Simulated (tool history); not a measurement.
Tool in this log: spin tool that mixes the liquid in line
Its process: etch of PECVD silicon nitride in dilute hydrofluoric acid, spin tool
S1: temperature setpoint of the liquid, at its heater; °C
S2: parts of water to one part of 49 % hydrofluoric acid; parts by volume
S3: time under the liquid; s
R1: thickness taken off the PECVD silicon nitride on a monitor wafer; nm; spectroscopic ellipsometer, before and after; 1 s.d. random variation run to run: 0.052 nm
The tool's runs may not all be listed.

run    day    S1  S2  S3       R1
  1  0.000  26.0  50  95  10.6510
  2  0.150  25.0  50  95   9.9357
  3  0.208  25.0  50  95   9.9088
  4  0.538  25.0  50  95  10.0660
  5  0.804  24.0  50  95   9.2745
  6  1.088  24.0  55  95   8.3123
  7  1.204  23.5  55  95   8.1143
  8  1.288  23.0  55  95   7.9502
  9  1.546  23.0  55  95   8.0010

Run 10 comes next. What will it give?
 10  1.854  22.5  55  95   ?

Run 10 produced R1 7.6473 nm.

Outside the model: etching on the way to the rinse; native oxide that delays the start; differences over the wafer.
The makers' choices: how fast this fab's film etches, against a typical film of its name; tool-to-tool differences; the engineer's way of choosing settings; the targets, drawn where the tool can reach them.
